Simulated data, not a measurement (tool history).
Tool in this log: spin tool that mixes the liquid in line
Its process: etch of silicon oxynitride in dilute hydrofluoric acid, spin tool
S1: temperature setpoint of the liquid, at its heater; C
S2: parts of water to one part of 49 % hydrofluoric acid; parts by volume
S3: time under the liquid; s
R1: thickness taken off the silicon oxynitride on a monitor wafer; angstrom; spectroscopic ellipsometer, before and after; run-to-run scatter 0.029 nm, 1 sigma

run  hour    S1  S2  S3      R1
  1     0    20  95  85   13.66
  2   5.2    20  95  85  13.542
  3   7.8    21  85  85  16.204
  4  14.3    21  85  85  16.111
  5    18  24.5  85  85  18.649
  6  21.6    25  75  85  22.106
  7  30.6  25.5  70  85  24.326
  8  38.9  25.5  70  85  24.611
  9  47.8    28  35  85  56.579
 10  53.9    28  35  85  57.188
 11  58.1    27  35  85  54.648
 12  60.1  25.5  35  85  50.423

Predict the results of run 13:
 13  63.9  24.5  35  85   ?

R1: 47.954 angstrom
